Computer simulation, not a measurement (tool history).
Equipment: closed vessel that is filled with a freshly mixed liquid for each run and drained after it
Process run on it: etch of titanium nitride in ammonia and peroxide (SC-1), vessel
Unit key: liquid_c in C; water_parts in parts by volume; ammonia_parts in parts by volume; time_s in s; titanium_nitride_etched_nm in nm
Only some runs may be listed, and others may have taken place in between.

run  hour  liquid_c  water_parts  ammonia_parts  time_s  titanium_nitride_etched_nm
  1   0.0      61.0         27.0            0.9     290                      21.939
  2   5.8      68.0         27.0            0.9     290                      33.665
  3  10.4      68.0         27.0            0.9     310                      35.793
  4  19.4      67.5         27.0            0.9     310                      34.964
     20.4  -- thermometer replaced
  5  20.4      67.5         18.5            0.9     310                      38.265
  6  25.7      67.0         18.5            0.9     310                      37.157
  7  29.5      66.5         18.5            0.9     310                      36.064

What does the tool deliver on the next run?
  8  37.2      66.0         18.5            0.9     310                           ?

Run 8 yielded titanium_nitride_etched_nm 35.232 nm.
